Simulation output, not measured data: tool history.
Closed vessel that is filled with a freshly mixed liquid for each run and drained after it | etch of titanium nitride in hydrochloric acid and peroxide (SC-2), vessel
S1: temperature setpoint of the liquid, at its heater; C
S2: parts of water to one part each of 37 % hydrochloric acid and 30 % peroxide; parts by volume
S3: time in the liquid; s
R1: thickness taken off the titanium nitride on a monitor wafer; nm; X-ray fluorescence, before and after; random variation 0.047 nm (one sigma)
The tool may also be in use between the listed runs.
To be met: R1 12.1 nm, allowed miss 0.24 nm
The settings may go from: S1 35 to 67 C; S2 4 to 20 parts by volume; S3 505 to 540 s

Run 1, hour 0: S1 51 C, S2 11 parts by volume, S3 505 s. Result: R1 24.917 nm.
Run 2, hour 2.5: S1 48.5 C, S2 11 parts by volume, S3 505 s. Result: R1 21.251 nm.
Run 3, hour 10.8: S1 44.5 C, S2 11 parts by volume, S3 505 s. Result: R1 16.024 nm.
Run 4, hour 14.4: S1 48.5 C, S2 11 parts by volume, S3 505 s. Result: R1 20.986 nm.
Run 5, hour 15.4: S1 48.5 C, S2 11 parts by volume, S3 505 s. Result: R1 21.258 nm.
Run 6, hour 19.7: S1 48.5 C, S2 11 parts by volume, S3 505 s. Result: R1 21.198 nm.
Run 7, hour 23.8: S1 46.5 C, S2 11 parts by volume, S3 505 s. Result: R1 18.531 nm.
Run 8, hour 26.5: S1 46.5 C, S2 11 parts by volume, S3 505 s. Result: R1 18.459 nm.
Run 9, hour 32.6: S1 45 C, S2 11 parts by volume, S3 505 s. Result: R1 16.687 nm.
Run 10, hour 40.7: S1 44 C, S2 11 parts by volume, S3 505 s. Result: R1 15.591 nm.
Run 11, hour 44.4: S1 39.5 C, S2 11 parts by volume, S3 505 s. Result: R1 11.367 nm.
Run 12, hour 47.4: S1 40 C, S2 11 parts by volume, S3 505 s. Result: R1 11.749 nm.

Which of these 5 next moves meets every target?
Run A, hour 50.4: S1 35 C, S2 7.5 parts by volume, S3 505 s. Result: R1 ?.
Run B, hour 50.4: S1 35.5 C, S2 7.5 parts by volume, S3 505 s. Result: R1 ?.
Run C, hour 50.4: S1 37.5 C, S2 8.5 parts by volume, S3 505 s. Result: R1 ?.
Run D, hour 50.4: S1 38 C, S2 10.5 parts by volume, S3 540 s. Result: R1 ?.
Run E, hour 50.4: S1 38.5 C, S2 10 parts by volume, S3 505 s. Result: R1 ?.

move      R1
   A  11.259
   B  11.678
   C  12.218
   D  11.377
   E  11.488
A: further off than the last run
B: further off than the last run
C: meets every target
D: further off than the last run
E: further off than the last run
Move C is the one to make.

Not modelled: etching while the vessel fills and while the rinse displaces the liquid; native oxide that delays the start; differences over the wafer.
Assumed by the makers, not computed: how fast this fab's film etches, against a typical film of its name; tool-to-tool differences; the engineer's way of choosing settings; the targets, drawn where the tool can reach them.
